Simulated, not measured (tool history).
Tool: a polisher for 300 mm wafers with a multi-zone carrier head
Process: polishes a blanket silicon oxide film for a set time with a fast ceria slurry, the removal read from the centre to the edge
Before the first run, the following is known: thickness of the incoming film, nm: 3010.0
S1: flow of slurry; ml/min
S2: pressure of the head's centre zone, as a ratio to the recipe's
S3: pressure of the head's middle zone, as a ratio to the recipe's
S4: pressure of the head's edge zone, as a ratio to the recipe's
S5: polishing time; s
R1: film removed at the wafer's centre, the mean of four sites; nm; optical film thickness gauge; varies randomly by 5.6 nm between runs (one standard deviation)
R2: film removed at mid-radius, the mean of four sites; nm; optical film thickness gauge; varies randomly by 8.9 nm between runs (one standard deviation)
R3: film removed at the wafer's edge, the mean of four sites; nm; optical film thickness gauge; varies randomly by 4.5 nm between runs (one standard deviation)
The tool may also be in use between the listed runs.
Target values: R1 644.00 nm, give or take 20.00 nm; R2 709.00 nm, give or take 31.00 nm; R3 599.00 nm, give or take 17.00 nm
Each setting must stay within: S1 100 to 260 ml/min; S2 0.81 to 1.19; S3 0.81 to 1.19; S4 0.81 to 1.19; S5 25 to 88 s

run,hour,S1,S2,S3,S4,S5,R1,R2,R3
1,0.0,165,1.00,1.00,1.00,56,609.80,564.75,565.35
2,2.2,180,0.99,1.05,1.00,56,613.10,598.33,567.73
3,8.2,180,0.99,0.99,1.00,56,608.79,568.68,573.65
4,10.3,180,0.99,0.99,1.04,56,612.55,574.90,585.31
5,13.1,180,0.99,0.93,1.04,56,618.52,541.80,587.21
6,15.3,180,1.03,0.93,1.04,56,639.26,545.12,582.71
7,15.9,195,1.02,1.00,1.04,56,646.08,571.98,576.87
8,19.9,195,1.00,1.05,1.03,57,643.16,603.08,582.19
9,28.9,195,0.98,1.09,1.02,58,637.74,642.01,603.05
10,33.5,200,0.98,1.12,1.00,58,633.75,649.33,597.51

4 next moves are on the table. One of them brings every result within its allowed miss. Which?
A,38.1,220,1.01,1.04,1.03,54,?,?,?
B,38.1,210,0.99,1.19,1.01,58,?,?,?
C,38.1,225,1.02,0.94,1.10,56,?,?,?
D,38.1,225,0.92,0.96,0.93,58,?,?,?

move,R1,R2,R3
A,617.67,578.27,568.83
B,646.90,693.40,601.43
C,648.35,552.08,611.56
D,605.74,582.44,583.63
A: the biggest miss grows against the last run
B: in spec on every target
C: the biggest miss grows against the last run
D: the biggest miss grows against the last run
Correct choice: B, which meets every target

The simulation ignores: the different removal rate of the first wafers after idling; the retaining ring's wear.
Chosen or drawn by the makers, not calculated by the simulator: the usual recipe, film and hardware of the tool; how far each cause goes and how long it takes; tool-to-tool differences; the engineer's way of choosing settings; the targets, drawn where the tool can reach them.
